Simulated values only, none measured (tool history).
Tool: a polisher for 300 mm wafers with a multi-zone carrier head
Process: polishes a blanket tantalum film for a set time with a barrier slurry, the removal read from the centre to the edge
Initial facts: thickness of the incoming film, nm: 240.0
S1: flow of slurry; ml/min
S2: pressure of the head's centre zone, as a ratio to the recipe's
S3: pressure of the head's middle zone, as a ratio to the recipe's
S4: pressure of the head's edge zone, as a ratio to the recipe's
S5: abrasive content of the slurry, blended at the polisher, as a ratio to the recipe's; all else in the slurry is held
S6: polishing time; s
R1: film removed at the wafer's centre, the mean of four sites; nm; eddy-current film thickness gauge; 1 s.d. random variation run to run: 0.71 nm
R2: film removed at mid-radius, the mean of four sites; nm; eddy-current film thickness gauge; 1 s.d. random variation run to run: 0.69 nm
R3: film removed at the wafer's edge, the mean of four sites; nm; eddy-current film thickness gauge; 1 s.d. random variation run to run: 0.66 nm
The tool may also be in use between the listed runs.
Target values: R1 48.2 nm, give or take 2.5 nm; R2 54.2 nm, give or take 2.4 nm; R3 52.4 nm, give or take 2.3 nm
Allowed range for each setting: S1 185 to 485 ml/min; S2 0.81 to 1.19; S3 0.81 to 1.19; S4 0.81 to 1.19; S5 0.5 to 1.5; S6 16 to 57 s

run 1 hour=0 | S1=310 S2=1 S3=1 S4=1 S5=1 S6=36 | R1=42.935 R2=42.63 R3=43.658
run 2 hour=3.6 | S1=310 S2=1 S3=1.03 S4=1.02 S5=1.1 S6=36 | R1=43.365 R2=45.055 R3=45.45
run 3 hour=5.8 | S1=310 S2=1 S3=1.03 S4=1.02 S5=1.1 S6=31 | R1=36.907 R2=38.662 R3=38.517
run 4 hour=12.3 | S1=310 S2=1 S3=1.03 S4=1.09 S5=1.1 S6=31 | R1=37.244 R2=38.775 R3=40.226
run 5 hour=17 | S1=310 S2=0.97 S3=1.03 S4=1.09 S5=1.1 S6=31 | R1=37.717 R2=38.438 R3=40.31
run 6 hour=23.2 | S1=315 S2=0.98 S3=1.05 S4=1.09 S5=1.2 S6=32 | R1=38.629 R2=40.97 R3=43.078
run 7 hour=27.5 | S1=315 S2=1.01 S3=1.07 S4=1.08 S5=1.25 S6=33 | R1=40.799 R2=43.433 R3=42.725
run 8 hour=30.5 | S1=315 S2=1 S3=1.08 S4=1.09 S5=1.3 S6=34 | R1=43.382 R2=45.269 R3=44.876
run 9 hour=35.6 | S1=320 S2=0.98 S3=1.1 S4=1.1 S5=1.35 S6=35 | R1=44.542 R2=47.781 R3=47.356

Pick the move, out of 4, that brings all results within their allowed miss; only one does.
run A hour=40.7 | S1=270 S2=0.82 S3=1.1 S4=1.19 S5=1.45 S6=40 | R1=? R2=? R3=?
run B hour=40.7 | S1=375 S2=0.94 S3=0.99 S4=1.13 S5=1.5 S6=31 | R1=? R2=? R3=?
run C hour=40.7 | S1=365 S2=0.97 S3=1.05 S4=1.14 S5=1.45 S6=32 | R1=? R2=? R3=?
run D hour=40.7 | S1=300 S2=0.94 S3=1.08 S4=1.05 S5=1.2 S6=41 | R1=? R2=? R3=?

move=A R1=44.206 R2=54.206 R3=57.293
move=B R1=39.445 R2=39.793 R3=44.558
move=C R1=41.351 R2=42.785 R3=45.778
move=D R1=48.742 R2=53.013 R3=53.298
A: gets the furthest-off result to its target, but another result is out of tolerance
B: moves away from the targets compared with the last run
C: moves away from the targets compared with the last run
D: all results in spec
Answer: D
